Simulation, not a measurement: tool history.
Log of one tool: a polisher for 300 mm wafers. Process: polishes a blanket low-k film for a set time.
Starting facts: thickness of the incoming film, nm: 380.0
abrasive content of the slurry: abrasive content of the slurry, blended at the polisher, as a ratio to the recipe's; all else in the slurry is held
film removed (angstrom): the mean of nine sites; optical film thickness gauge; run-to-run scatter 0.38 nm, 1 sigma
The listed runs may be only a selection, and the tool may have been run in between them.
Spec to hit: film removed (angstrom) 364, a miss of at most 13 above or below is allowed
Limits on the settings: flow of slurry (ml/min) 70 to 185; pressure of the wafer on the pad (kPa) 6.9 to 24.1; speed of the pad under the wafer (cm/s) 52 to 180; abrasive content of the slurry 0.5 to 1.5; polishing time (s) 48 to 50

run,hour,flow of slurry (ml/min),pressure of the wafer on the pad (kPa),speed of the pad under the wafer (cm/s),abrasive content of the slurry,polishing time (s),film removed (angstrom)
1,0,120,15.2,116,1,48,258.03
2,2.5,125,15.9,116,1,48,272.54
3,8.3,125,17.9,116,1,48,303.8
4,14.8,125,17.9,116,0.9,48,290.51
5,16.1,125,15.9,116,0.9,48,259.33
6,24.2,125,17.9,116,0.9,48,292.22
7,26.3,125,17.9,116,0.9,48,293.91
8,27.9,130,18.6,116,0.9,48,301.43

Exercise: of the 5 proposed moves below, exactly one satisfies all targets within the stated allowed misses. Which move is it?
A,29.5,110,15.9,102,0.8,48,?
B,29.5,175,15.2,138,1.1,49,?
C,29.5,135,19.3,120,1,48,?
D,29.5,120,21.4,136,0.75,48,?
E,29.5,135,19.3,98,0.85,49,?

move,film removed (angstrom)
A,220.94
B,335.41
C,335.54
D,361.23
E,276.73
A: further off than the last run
B: nearer the targets than the last run, but a result is still out of spec
C: nearer the targets than the last run, but a result is still out of spec
D: all results land within tolerance of their targets
E: further off than the last run
Go with D: it meets all targets.
